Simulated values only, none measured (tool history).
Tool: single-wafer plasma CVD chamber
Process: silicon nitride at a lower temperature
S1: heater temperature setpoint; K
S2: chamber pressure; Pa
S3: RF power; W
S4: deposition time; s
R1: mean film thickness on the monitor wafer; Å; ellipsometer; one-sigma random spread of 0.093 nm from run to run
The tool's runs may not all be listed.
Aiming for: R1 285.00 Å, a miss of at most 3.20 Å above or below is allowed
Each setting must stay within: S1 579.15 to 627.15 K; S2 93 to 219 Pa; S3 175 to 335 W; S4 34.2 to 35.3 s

{"run": 1, "hour": 0.0, "S1": 603.15, "S2": 156, "S3": 255, "S4": 34.2, "R1": 356.24}
{"run": 2, "hour": 4.9, "S1": 603.15, "S2": 147, "S3": 250, "S4": 34.2, "R1": 344.28}
{"run": 3, "hour": 7.3, "S1": 603.15, "S2": 147, "S3": 235, "S4": 34.2, "R1": 328.65}
{"run": 4, "hour": 9.4, "S1": 603.15, "S2": 147, "S3": 235, "S4": 35.3, "R1": 339.35}
{"run": 5, "hour": 11.5, "S1": 603.15, "S2": 163, "S3": 235, "S4": 35.3, "R1": 350.24}
{"run": 6, "hour": 19.5, "S1": 603.15, "S2": 153, "S3": 230, "S4": 35.3, "R1": 338.13}
{"run": 7, "hour": 25.6, "S1": 603.15, "S2": 145, "S3": 225, "S4": 35.3, "R1": 327.99}
{"run": 8, "hour": 28.0, "S1": 603.15, "S2": 139, "S3": 225, "S4": 35.3, "R1": 324.16}
{"run": 9, "hour": 37.0, "S1": 603.15, "S2": 132, "S3": 225, "S4": 35.3, "R1": 318.56}
{"run": 10, "hour": 42.5, "S1": 603.15, "S2": 127, "S3": 225, "S4": 35.3, "R1": 311.9}
{"run": 11, "hour": 43.2, "S1": 603.15, "S2": 121, "S3": 225, "S4": 35.3, "R1": 306.78}
{"run": 12, "hour": 47.6, "S1": 603.15, "S2": 117, "S3": 225, "S4": 35.3, "R1": 306.36}
{"hour": 54.9, "done": "thermocouple changed; heater temperature recalibrated"}
{"run": 13, "hour": 54.9, "S1": 603.15, "S2": 93, "S3": 210, "S4": 35.3, "R1": 262.29}
{"run": 14, "hour": 62.2, "S1": 603.15, "S2": 97, "S3": 210, "S4": 35.3, "R1": 266.22}
{"run": 15, "hour": 70.0, "S1": 603.15, "S2": 97, "S3": 210, "S4": 35.3, "R1": 267.67}
{"run": 16, "hour": 76.6, "S1": 603.15, "S2": 128, "S3": 215, "S4": 35.3, "R1": 302.58}
{"run": 17, "hour": 83.5, "S1": 603.15, "S2": 125, "S3": 215, "S4": 35.3, "R1": 299.68}
{"run": 18, "hour": 87.0, "S1": 603.15, "S2": 99, "S3": 215, "S4": 35.3, "R1": 273.55}
{"run": 19, "hour": 93.3, "S1": 603.15, "S2": 100, "S3": 215, "S4": 35.3, "R1": 275.88}
{"run": 20, "hour": 99.4, "S1": 603.15, "S2": 101, "S3": 215, "S4": 35.3, "R1": 276.5}
{"run": 21, "hour": 100.6, "S1": 603.15, "S2": 103, "S3": 215, "S4": 35.3, "R1": 279.97}
{"run": 22, "hour": 109.3, "S1": 603.15, "S2": 104, "S3": 215, "S4": 35.3, "R1": 279.99}
{"run": 23, "hour": 114.6, "S1": 603.15, "S2": 105, "S3": 215, "S4": 35.3, "R1": 280.31}

Of the 4 settings listed for the next run, only one would bring every result within its allowed miss of target. Which one?
{"run": "A", "hour": 119.9, "S1": 602.15, "S2": 107, "S3": 215, "S4": 34.8, "R1": "?"}
{"run": "B", "hour": 119.9, "S1": 599.15, "S2": 121, "S3": 220, "S4": 34.3, "R1": "?"}
{"run": "C", "hour": 119.9, "S1": 602.15, "S2": 107, "S3": 230, "S4": 34.5, "R1": "?"}
{"run": "D", "hour": 119.9, "S1": 595.15, "S2": 95, "S3": 240, "S4": 34.5, "R1": "?"}

move=A R1=276.84
move=B R1=291.85
move=C R1=288.98
move=D R1=284.13
A: moves away from the targets compared with the last run
B: pushes the last run's worst result past its target
C: pushes the last run's worst result past its target
D: every result within its allowed miss
D meets every target.
